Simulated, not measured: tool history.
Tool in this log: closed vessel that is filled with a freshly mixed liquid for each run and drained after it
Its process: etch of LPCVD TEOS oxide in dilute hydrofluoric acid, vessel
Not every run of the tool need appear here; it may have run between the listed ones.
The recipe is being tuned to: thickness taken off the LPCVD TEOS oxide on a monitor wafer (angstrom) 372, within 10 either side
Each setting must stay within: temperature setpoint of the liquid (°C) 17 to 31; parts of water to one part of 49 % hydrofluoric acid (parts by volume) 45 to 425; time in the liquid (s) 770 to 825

run    day  temperature setpoint of the liquid (°C)  parts of water to one part of 49 % hydrofluoric acid (parts by volume)  time in the liquid (s)  thickness taken off the LPCVD TEOS oxide on a monitor wafer (angstrom)
  1      0                                       23                                                                     235                     770                                                                   592.1
  2  0.296                                     21.5                                                                     250                     770                                                                  521.06
  3  0.325                                     21.5                                                                     250                     770                                                                  514.51
  4  0.538                                     21.5                                                                     250                     825                                                                  556.26
  5  0.771                                     21.5                                                                     200                     825                                                                  732.65
  6  0.896                                     20.5                                                                     230                     825                                                                  581.54
  7  1.117                                     19.5                                                                     245                     825                                                                  525.94
     1.333  -- thermometer replaced
  8  1.333                                       19                                                                     260                     825                                                                  513.81
  9  1.525                                     18.5                                                                     280                     825                                                                  465.14

Which single option among these 4 for the next run brings every result within its allowed miss of target? Just one does.
  A  1.717                                       20                                                                     350                     770                                                                       ?
  B  1.717                                     18.5                                                                     325                     800                                                                       ?
  C  1.717                                     18.5                                                                     320                     825                                                                       ?
  D  1.717                                       17                                                                     270                     770                                                                       ?

move  thickness taken off the LPCVD TEOS oxide on a monitor wafer (angstrom)
   A                                                                  342.75
   B                                                                  371.08
   C                                                                  390.31
   D                                                                  425.84
A: takes the biggest miss from the last run beyond its target
B: all results land within tolerance of their targets
C: nearer the targets than the last run, but a result is still out of spec
D: nearer the targets than the last run, but a result is still out of spec
Answer: B
